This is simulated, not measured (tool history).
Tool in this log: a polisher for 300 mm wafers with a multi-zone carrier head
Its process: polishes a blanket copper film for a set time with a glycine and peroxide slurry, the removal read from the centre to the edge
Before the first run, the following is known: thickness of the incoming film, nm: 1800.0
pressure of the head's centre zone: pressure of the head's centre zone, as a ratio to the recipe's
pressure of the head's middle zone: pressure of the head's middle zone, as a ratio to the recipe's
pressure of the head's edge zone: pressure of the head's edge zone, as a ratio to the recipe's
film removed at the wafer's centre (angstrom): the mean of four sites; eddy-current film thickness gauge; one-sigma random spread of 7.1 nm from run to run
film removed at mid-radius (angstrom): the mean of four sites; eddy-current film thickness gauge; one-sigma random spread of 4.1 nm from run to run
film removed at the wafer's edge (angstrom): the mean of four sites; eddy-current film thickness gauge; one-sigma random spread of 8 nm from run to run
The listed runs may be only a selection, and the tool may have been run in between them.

run,hour,flow of slurry (ml/min),pressure of the head's centre zone,pressure of the head's middle zone,pressure of the head's edge zone,polishing time (s),film removed at the wafer's centre (angstrom),film removed at mid-radius (angstrom),film removed at the wafer's edge (angstrom)
1,0.0,155,1.00,1.00,1.00,86,4385.9,4457.1,4363.1
2,7.2,125,1.00,1.00,1.00,86,4149.6,4250.6,4178.9
3,10.3,135,1.02,1.02,1.01,87,4329.4,4438.9,4431.9
4,16.7,135,1.02,1.02,1.01,104,5194.3,5196.0,5208.6
5,21.9,145,1.03,1.03,0.99,104,5359.8,5374.8,5197.9
6,22.6,145,1.03,1.03,0.99,85,4338.5,4367.2,4227.1
7,30.9,155,1.04,1.05,0.99,87,4567.9,4597.5,4407.2
8,32.0,165,1.05,1.07,0.99,88,4706.0,4824.1,4510.9
9,39.3,175,1.07,1.08,0.99,89,4956.7,4903.8,4564.6
10,42.0,180,1.08,1.09,0.99,90,5162.6,5081.9,4595.8
11,43.2,185,1.09,1.10,1.00,91,5145.5,5166.1,4783.8
12,50.4,190,1.10,1.11,1.00,92,5323.6,5238.6,4791.9
13,55.4,195,1.11,1.12,1.00,93,5394.8,5452.8,4777.6
14,59.7,200,1.12,1.12,1.00,94,5554.5,5509.4,5056.4

For run 15, what comes out?
15,66.9,205,1.13,1.13,1.00,94,?,?,?

{"run 15": {"film removed at the wafer's centre (angstrom)": 5543.3, "film removed at mid-radius (angstrom)": 5545.8, "film removed at the wafer's edge (angstrom)": 4976.1}}
